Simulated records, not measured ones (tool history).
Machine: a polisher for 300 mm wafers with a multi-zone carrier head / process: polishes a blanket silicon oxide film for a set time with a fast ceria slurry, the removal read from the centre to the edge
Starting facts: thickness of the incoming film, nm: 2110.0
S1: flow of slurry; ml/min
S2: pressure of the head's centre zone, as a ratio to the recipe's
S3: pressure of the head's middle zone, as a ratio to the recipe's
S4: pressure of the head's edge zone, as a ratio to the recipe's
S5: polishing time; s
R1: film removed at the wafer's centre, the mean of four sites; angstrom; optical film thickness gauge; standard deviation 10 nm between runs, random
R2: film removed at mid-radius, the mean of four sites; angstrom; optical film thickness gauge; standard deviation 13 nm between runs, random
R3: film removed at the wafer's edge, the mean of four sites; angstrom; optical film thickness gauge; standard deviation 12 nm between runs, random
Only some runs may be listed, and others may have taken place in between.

Run 1, hour 0: S1 260 ml/min, S2 1, S3 1, S4 1, S5 55 s. Result: R1 7332 angstrom, R2 7307 angstrom, R3 6900.8 angstrom.
Run 2, hour 3.9: S1 260 ml/min, S2 1, S3 1, S4 0.95, S5 55 s. Result: R1 7370.1 angstrom, R2 7318.2 angstrom, R3 6852.7 angstrom.
Run 3, hour 4.6: S1 295 ml/min, S2 1, S3 1, S4 0.95, S5 55 s. Result: R1 7354.8 angstrom, R2 7439.5 angstrom, R3 6848.9 angstrom.
Run 4, hour 10.6: S1 295 ml/min, S2 0.99, S3 1.02, S4 0.96, S5 57 s. Result: R1 7550.9 angstrom, R2 7900.9 angstrom, R3 7121.7 angstrom.
Run 5, hour 12.5: S1 295 ml/min, S2 0.99, S3 1.02, S4 1.02, S5 57 s. Result: R1 7633.1 angstrom, R2 7896 angstrom, R3 7236.1 angstrom.
Run 6, hour 16.5: S1 295 ml/min, S2 0.99, S3 1.02, S4 1.02, S5 62 s. Result: R1 8247.1 angstrom, R2 8608 angstrom, R3 8030 angstrom.

Run 7 is up next; what results do you expect?
Run 7, hour 25: S1 295 ml/min, S2 0.99, S3 1.04, S4 1.02, S5 63 s. Result: R1 ?, R2 ?, R3 ?.

{"run 7": {"R1": 8289, "R2": 8845.1, "R3": 8030.6}}
